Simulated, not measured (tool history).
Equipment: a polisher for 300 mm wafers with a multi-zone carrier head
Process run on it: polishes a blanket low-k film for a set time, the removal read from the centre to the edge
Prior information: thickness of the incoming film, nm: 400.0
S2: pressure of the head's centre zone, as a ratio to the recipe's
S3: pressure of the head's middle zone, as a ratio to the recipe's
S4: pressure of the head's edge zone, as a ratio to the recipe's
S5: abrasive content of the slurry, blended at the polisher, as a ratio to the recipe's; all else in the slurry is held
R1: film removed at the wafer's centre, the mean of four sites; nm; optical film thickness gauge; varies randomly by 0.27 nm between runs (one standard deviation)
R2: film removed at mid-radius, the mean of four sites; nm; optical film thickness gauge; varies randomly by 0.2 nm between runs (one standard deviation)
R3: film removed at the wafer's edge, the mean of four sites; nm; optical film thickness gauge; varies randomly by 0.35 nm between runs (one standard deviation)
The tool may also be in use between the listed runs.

{"run": 1, "hour": 0.0, "flow of slurry (ml/min)": 170, "S2": 1.0, "S3": 1.0, "S4": 1.0, "S5": 1.0, "polishing time (s)": 80, "R1": 32.893, "R2": 31.907, "R3": 31.858}
{"run": 2, "hour": 0.7, "flow of slurry (ml/min)": 160, "S2": 0.98, "S3": 1.0, "S4": 1.01, "S5": 1.0, "polishing time (s)": 80, "R1": 31.836, "R2": 31.553, "R3": 31.584}
{"run": 3, "hour": 1.9, "flow of slurry (ml/min)": 140, "S2": 0.98, "S3": 1.0, "S4": 1.01, "S5": 1.0, "polishing time (s)": 80, "R1": 31.213, "R2": 30.387, "R3": 31.42}
{"run": 4, "hour": 9.6, "flow of slurry (ml/min)": 135, "S2": 0.96, "S3": 1.0, "S4": 1.02, "S5": 1.0, "polishing time (s)": 80, "R1": 30.086, "R2": 30.807, "R3": 30.904}
{"run": 5, "hour": 17.1, "flow of slurry (ml/min)": 135, "S2": 0.96, "S3": 1.0, "S4": 1.02, "S5": 1.0, "polishing time (s)": 61, "R1": 22.79, "R2": 23.084, "R3": 23.969}
{"run": 6, "hour": 21.4, "flow of slurry (ml/min)": 150, "S2": 0.96, "S3": 1.0, "S4": 1.06, "S5": 1.1, "polishing time (s)": 61, "R1": 24.279, "R2": 24.923, "R3": 25.998}
{"run": 7, "hour": 29.9, "flow of slurry (ml/min)": 170, "S2": 0.96, "S3": 1.0, "S4": 1.09, "S5": 1.15, "polishing time (s)": 61, "R1": 25.565, "R2": 26.449, "R3": 27.413}
{"run": 8, "hour": 37.6, "flow of slurry (ml/min)": 185, "S2": 0.95, "S3": 0.99, "S4": 1.11, "S5": 1.2, "polishing time (s)": 61, "R1": 26.316, "R2": 26.815, "R3": 28.27}
{"run": 9, "hour": 40.8, "flow of slurry (ml/min)": 195, "S2": 0.94, "S3": 0.99, "S4": 1.13, "S5": 1.25, "polishing time (s)": 61, "R1": 27.099, "R2": 27.952, "R3": 29.387}
{"run": 10, "hour": 44.4, "flow of slurry (ml/min)": 200, "S2": 0.93, "S3": 0.99, "S4": 1.14, "S5": 1.25, "polishing time (s)": 61, "R1": 26.41, "R2": 27.737, "R3": 30.225}
{"run": 11, "hour": 48.0, "flow of slurry (ml/min)": 210, "S2": 0.93, "S3": 1.0, "S4": 1.14, "S5": 1.25, "polishing time (s)": 61, "R1": 26.653, "R2": 27.994, "R3": 29.694}

Predict the results of run 12:
{"run": 12, "hour": 52.2, "flow of slurry (ml/min)": 210, "S2": 0.93, "S3": 1.0, "S4": 1.15, "S5": 1.25, "polishing time (s)": 61, "R1": "?", "R2": "?", "R3": "?"}

{"run 12": {"R1": 26.515, "R2": 28.021, "R3": 30.065}}

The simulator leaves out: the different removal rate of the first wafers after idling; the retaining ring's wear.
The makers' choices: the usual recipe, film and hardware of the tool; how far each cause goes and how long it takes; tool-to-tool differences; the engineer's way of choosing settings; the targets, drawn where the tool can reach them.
